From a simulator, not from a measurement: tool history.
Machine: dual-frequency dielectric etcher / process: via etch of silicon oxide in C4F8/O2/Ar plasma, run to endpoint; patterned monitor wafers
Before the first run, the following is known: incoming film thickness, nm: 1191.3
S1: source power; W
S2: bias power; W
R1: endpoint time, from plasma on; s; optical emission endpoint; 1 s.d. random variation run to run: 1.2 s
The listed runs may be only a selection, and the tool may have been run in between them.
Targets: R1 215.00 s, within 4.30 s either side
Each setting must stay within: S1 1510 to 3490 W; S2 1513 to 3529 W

{"run": 1, "hour": 0.0, "S1": 2500, "S2": 2521, "R1": 196.27}
{"run": 2, "hour": 3.0, "S1": 2780, "S2": 2521, "R1": 187.35}
{"run": 3, "hour": 5.1, "S1": 2990, "S2": 2521, "R1": 181.85}
{"run": 4, "hour": 13.9, "S1": 2990, "S2": 2162, "R1": 187.59}
{"run": 5, "hour": 15.3, "S1": 2990, "S2": 2460, "R1": 180.43}
{"run": 6, "hour": 24.0, "S1": 2810, "S2": 2425, "R1": 188.46}
{"run": 7, "hour": 26.2, "S1": 2670, "S2": 2392, "R1": 192.26}
{"run": 8, "hour": 33.4, "S1": 2540, "S2": 2354, "R1": 198.7}

Below are 5 possible settings for the next run. Only one of them brings all results inside the allowed miss of their targets. Which is it?
{"run": "A", "hour": 40.6, "S1": 2560, "S2": 2854, "R1": "?"}
{"run": "B", "hour": 40.6, "S1": 2460, "S2": 2341, "R1": "?"}
{"run": "C", "hour": 40.6, "S1": 1950, "S2": 2742, "R1": "?"}
{"run": "D", "hour": 40.6, "S1": 2020, "S2": 2169, "R1": "?"}
{"run": "E", "hour": 40.6, "S1": 2970, "S2": 2509, "R1": "?"}

move=A R1=187.64
move=B R1=200.83
move=C R1=214.28
move=D R1=223.75
move=E R1=181.61
A: its largest miss is bigger than the last run's
B: moves toward the targets from the last run without getting all of them in spec
C: every result within its allowed miss
D: takes the result that was furthest off past its target
E: its largest miss is bigger than the last run's
Go with C: it meets all targets.

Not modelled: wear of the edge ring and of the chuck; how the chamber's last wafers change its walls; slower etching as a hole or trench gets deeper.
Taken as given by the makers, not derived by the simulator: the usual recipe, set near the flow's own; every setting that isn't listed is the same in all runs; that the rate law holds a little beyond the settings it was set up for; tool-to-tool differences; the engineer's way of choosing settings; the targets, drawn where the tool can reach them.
